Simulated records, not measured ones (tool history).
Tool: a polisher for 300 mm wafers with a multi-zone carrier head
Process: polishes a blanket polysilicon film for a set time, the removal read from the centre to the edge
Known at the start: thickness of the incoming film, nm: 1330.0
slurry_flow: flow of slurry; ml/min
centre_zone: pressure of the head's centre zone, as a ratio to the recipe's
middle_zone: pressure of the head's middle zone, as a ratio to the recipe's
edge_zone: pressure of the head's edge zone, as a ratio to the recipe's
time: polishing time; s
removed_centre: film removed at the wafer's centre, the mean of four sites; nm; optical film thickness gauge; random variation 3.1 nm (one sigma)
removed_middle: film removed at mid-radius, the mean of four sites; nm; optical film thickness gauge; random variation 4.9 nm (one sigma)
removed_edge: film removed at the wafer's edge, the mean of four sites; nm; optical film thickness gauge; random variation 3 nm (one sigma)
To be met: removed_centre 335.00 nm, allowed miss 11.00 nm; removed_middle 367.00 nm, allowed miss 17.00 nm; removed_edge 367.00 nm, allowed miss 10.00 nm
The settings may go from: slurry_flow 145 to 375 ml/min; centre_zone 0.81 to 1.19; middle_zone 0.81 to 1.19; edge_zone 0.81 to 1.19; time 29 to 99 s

Run 1, day 0.000: slurry_flow 240 ml/min, centre_zone 1.00, middle_zone 1.00, edge_zone 1.00, time 64 s. Result: removed_centre 285.97 nm, removed_middle 277.66 nm, removed_edge 280.74 nm.
Run 2, day 0.371: slurry_flow 195 ml/min, centre_zone 1.00, middle_zone 1.00, edge_zone 1.00, time 64 s. Result: removed_centre 278.40 nm, removed_middle 272.09 nm, removed_edge 276.86 nm.
Run 3, day 0.704: slurry_flow 200 ml/min, centre_zone 1.00, middle_zone 1.01, edge_zone 1.02, time 65 s. Result: removed_centre 289.31 nm, removed_middle 281.24 nm, removed_edge 283.33 nm.
Run 4, day 0.754: slurry_flow 205 ml/min, centre_zone 0.99, middle_zone 1.02, edge_zone 1.04, time 66 s. Result: removed_centre 289.05 nm, removed_middle 291.41 nm, removed_edge 293.07 nm.
Run 5, day 0.821: slurry_flow 210 ml/min, centre_zone 0.99, middle_zone 1.03, edge_zone 1.06, time 67 s. Result: removed_centre 294.06 nm, removed_middle 301.50 nm, removed_edge 298.31 nm.
Run 6, day 1.183: slurry_flow 210 ml/min, centre_zone 0.99, middle_zone 1.03, edge_zone 1.02, time 67 s. Result: removed_centre 290.32 nm, removed_middle 295.24 nm, removed_edge 296.33 nm.
Run 7, day 1.546: slurry_flow 210 ml/min, centre_zone 0.99, middle_zone 1.03, edge_zone 1.03, time 68 s. Result: removed_centre 297.89 nm, removed_middle 301.59 nm, removed_edge 300.24 nm.
Run 8, day 1.767: slurry_flow 215 ml/min, centre_zone 0.99, middle_zone 1.03, edge_zone 1.05, time 69 s. Result: removed_centre 303.61 nm, removed_middle 304.41 nm, removed_edge 308.08 nm.
Run 9, day 1.850: slurry_flow 215 ml/min, centre_zone 0.99, middle_zone 1.04, edge_zone 1.06, time 70 s. Result: removed_centre 306.64 nm, removed_middle 319.01 nm, removed_edge 317.55 nm.
Run 10, day 1.892: slurry_flow 220 ml/min, centre_zone 0.99, middle_zone 1.04, edge_zone 1.07, time 70 s. Result: removed_centre 307.97 nm, removed_middle 314.71 nm, removed_edge 314.18 nm.
Run 11, day 1.933: slurry_flow 220 ml/min, centre_zone 0.99, middle_zone 1.04, edge_zone 1.08, time 71 s. Result: removed_centre 307.23 nm, removed_middle 319.42 nm, removed_edge 319.89 nm.

Which of these 4 next moves meets every target?
Run A, day 1.975: slurry_flow 195 ml/min, centre_zone 0.98, middle_zone 1.11, edge_zone 1.10, time 86 s. Result: removed_centre ?, removed_middle ?, removed_edge ?.
Run B, day 1.975: slurry_flow 215 ml/min, centre_zone 0.96, middle_zone 1.09, edge_zone 1.16, time 78 s. Result: removed_centre ?, removed_middle ?, removed_edge ?.
Run C, day 1.975: slurry_flow 260 ml/min, centre_zone 0.92, middle_zone 0.97, edge_zone 1.10, time 85 s. Result: removed_centre ?, removed_middle ?, removed_edge ?.
Run D, day 1.975: slurry_flow 205 ml/min, centre_zone 0.91, middle_zone 1.04, edge_zone 1.09, time 76 s. Result: removed_centre ?, removed_middle ?, removed_edge ?.

move  removed_centre  removed_middle  removed_edge
   A          374.12          408.14        392.03
   B          336.96          369.04        368.89
   C          360.06          372.37        398.28
   D          308.91          343.54        346.86
A: takes the result that was furthest off past its target
B: meets every target
C: takes the result that was furthest off past its target
D: nearer than the last run, and not there yet
Answer: B

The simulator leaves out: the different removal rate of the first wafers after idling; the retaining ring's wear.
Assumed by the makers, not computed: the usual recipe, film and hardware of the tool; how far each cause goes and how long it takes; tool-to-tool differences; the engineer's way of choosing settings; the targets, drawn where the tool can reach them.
